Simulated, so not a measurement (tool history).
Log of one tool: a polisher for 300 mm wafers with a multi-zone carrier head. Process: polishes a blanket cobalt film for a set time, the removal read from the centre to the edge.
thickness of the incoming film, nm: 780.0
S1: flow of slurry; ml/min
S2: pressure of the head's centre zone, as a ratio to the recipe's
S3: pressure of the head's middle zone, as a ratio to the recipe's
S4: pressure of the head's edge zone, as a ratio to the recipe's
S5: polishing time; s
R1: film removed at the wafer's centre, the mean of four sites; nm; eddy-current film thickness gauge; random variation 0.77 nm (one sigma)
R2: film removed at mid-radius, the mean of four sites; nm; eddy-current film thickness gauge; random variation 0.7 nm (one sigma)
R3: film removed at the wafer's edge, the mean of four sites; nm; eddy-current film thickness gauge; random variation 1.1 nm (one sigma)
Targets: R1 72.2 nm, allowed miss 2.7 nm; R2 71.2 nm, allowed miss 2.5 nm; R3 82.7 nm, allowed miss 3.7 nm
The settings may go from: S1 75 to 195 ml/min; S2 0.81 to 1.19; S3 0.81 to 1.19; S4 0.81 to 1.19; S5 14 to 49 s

run 1 day=0 | S1=125 S2=1 S3=1 S4=1 S5=31 | R1=120.71 R2=124.96 R3=126.16
run 2 day=0.05 | S1=115 S2=0.98 S3=0.95 S4=0.99 S5=28 | R1=105.07 R2=106.82 R3=109.24
run 3 day=0.175 | S1=115 S2=0.98 S3=0.95 S4=0.99 S5=32 | R1=120.63 R2=119.82 R3=128.16
run 4 day=0.338 | S1=105 S2=0.95 S3=0.91 S4=1 S5=29 | R1=103.16 R2=104.13 R3=115.53
run 5 day=0.554 | S1=100 S2=0.94 S3=0.88 S4=0.99 S5=26 | R1=92.096 R2=89.973 R3=99.773
run 6 day=0.667 | S1=95 S2=0.92 S3=0.86 S4=0.99 S5=25 | R1=87.248 R2=83.857 R3=97.709
run 7 day=0.812 | S1=90 S2=0.9 S3=0.85 S4=0.97 S5=24 | R1=79.083 R2=78.338 R3=92.47
run 8 day=1.067 | S1=85 S2=0.91 S3=0.82 S4=0.87 S5=22 | R1=73.245 R2=70.073 R3=78.799

Which of these 5 next moves meets every target?
run A day=1.321 | S1=85 S2=0.9 S3=0.92 S4=0.9 S5=21 | R1=? R2=? R3=?
run B day=1.321 | S1=90 S2=0.97 S3=0.81 S4=0.84 S5=21 | R1=? R2=? R3=?
run C day=1.321 | S1=125 S2=0.83 S3=0.81 S4=0.92 S5=21 | R1=? R2=? R3=?
run D day=1.321 | S1=85 S2=0.95 S3=0.86 S4=0.86 S5=21 | R1=? R2=? R3=?
run E day=1.321 | S1=75 S2=0.88 S3=0.89 S4=0.81 S5=22 | R1=? R2=? R3=?

move=A R1=68.679 R2=72.773 R3=75.047
move=B R1=74.01 R2=66.362 R3=73.482
move=C R1=70.519 R2=71.007 R3=80.195
move=D R1=71.715 R2=68.809 R3=73.571
move=E R1=68.277 R2=72.032 R3=73.588
A: further off than the last run
B: further off than the last run
C: meets every target
D: further off than the last run
E: further off than the last run
Answer: C
